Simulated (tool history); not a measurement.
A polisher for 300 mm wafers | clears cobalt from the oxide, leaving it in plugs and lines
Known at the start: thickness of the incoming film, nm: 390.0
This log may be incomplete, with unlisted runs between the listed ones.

run	day	flow of slurry (ml/min)	pressure of the wafer on the pad (kPa)	speed of the pad under the wafer (cm/s)	overpolish time after the end point (s)	time until the end point was called (s)	dishing of a wide line in a test structure (Å)
1	0.000	270	13.1	126	15	58.776	571.35
2	0.312	270	13.1	126	11	58.708	465.74
3	0.421	270	14.5	126	10	53.938	473.17
4	0.496	270	15.9	126	9	48.988	454.34
5	0.646	270	17.2	126	10	45.547	531.74
6	0.904	270	17.2	126	6	44.595	369.07
7	1.242	270	17.9	126	7	43.044	414.05

Run 8, settings as shown, results not yet in. Your forecast:
8	1.542	270	18.6	126	8	?	?

time until the end point was called (s): 41.956
dishing of a wide line in a test structure (Å): 463.99
